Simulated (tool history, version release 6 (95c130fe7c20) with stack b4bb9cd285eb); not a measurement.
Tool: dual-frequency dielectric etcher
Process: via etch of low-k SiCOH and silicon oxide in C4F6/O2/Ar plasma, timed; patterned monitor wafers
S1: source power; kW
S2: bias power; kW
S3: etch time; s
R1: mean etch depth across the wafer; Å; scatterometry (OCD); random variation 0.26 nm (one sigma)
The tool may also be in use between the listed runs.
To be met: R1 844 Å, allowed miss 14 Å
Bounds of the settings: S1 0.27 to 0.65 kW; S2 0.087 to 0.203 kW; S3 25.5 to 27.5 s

run	hour	S1	S2	S3	R1
1	0	0.46	0.145	27.5	699.57
2	0.7	0.46	0.145	25.5	652.83
3	5.3	0.52	0.145	25.5	680.05
4	7.8	0.52	0.145	27.5	734.71
5	10.7	0.54	0.148	27.5	747.65
6	13.3	0.56	0.151	27.5	764.09
7	18.5	0.58	0.154	27.5	775.08
8	20.1	0.59	0.157	27.5	788.04
9	25.2	0.6	0.159	27.5	796.14
10	32.6	0.61	0.161	27.5	802.98
11	35.6	0.62	0.163	27.5	816.47
12	44.6	0.63	0.164	27.5	816.29
13	45.3	0.63	0.166	27.5	819.19
14	50.4	0.63	0.168	27.5	825.92
15	52.5	0.63	0.169	27.5	822.78
16	60.3	0.63	0.171	27.5	828.33

5 next moves are on the table. One of them brings every result within its allowed miss. Which?
A	68.1	0.65	0.189	27	?
B	68.1	0.65	0.178	26.5	?
C	68.1	0.65	0.169	27	?
D	68.1	0.65	0.174	26.5	?
E	68.1	0.64	0.187	26	?

move	R1
A	844.99
B	814.67
C	817.49
D	809.23
E	806.45
A: meets every target
B: further off than the last run
C: further off than the last run
D: further off than the last run
E: further off than the last run
The right move is A.

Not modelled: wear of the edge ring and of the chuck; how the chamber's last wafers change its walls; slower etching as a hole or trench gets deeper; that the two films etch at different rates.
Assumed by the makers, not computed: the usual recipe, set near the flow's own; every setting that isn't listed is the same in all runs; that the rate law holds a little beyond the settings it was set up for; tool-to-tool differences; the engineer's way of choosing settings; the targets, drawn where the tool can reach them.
